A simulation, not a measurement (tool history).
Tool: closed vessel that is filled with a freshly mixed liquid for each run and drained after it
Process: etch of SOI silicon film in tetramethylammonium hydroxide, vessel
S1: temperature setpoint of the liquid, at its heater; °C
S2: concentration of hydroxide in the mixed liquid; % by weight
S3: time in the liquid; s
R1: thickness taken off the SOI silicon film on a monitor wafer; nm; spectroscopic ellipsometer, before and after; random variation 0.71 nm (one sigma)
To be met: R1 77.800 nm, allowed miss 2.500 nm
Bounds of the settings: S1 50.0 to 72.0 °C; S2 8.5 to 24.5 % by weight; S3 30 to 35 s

| run | hour | S1 | S2 | S3 | R1 |
|---|---|---|---|---|---|
| 1 | 0.0 | 59.0 | 16.5 | 35 | 95.640 |
| 2 | 8.6 | 59.0 | 15.0 | 35 | 97.622 |
| 3 | 16.5 | 59.0 | 15.0 | 35 | 99.303 |
| 4 | 20.9 | 58.0 | 15.0 | 35 | 93.866 |
| 5 | 28.2 | 58.0 | 17.5 | 35 | 89.526 |
| 6 | 36.0 | 58.0 | 17.5 | 35 | 88.531 |
| 7 | 39.6 | 57.5 | 17.5 | 35 | 85.627 |
| 8 | 43.6 | 57.0 | 17.5 | 35 | 81.900 |
| 9 | 47.7 | 56.5 | 17.5 | 35 | 80.464 |

4 next moves are on the table. One of them brings every result within its allowed miss. Which?
| A | 51.8 | 58.0 | 17.0 | 30 | ? |
| B | 51.8 | 54.5 | 17.0 | 35 | ? |
| C | 51.8 | 57.5 | 17.5 | 30 | ? |
| D | 51.8 | 57.0 | 16.5 | 30 | ? |

| move | R1 |
|---|---|
| A | 77.447 |
| B | 72.178 |
| C | 74.198 |
| D | 73.467 |
A: meets every target
B: takes the result that was furthest off past its target
C: takes the result that was furthest off past its target
D: takes the result that was furthest off past its target
Move A is the one to make.
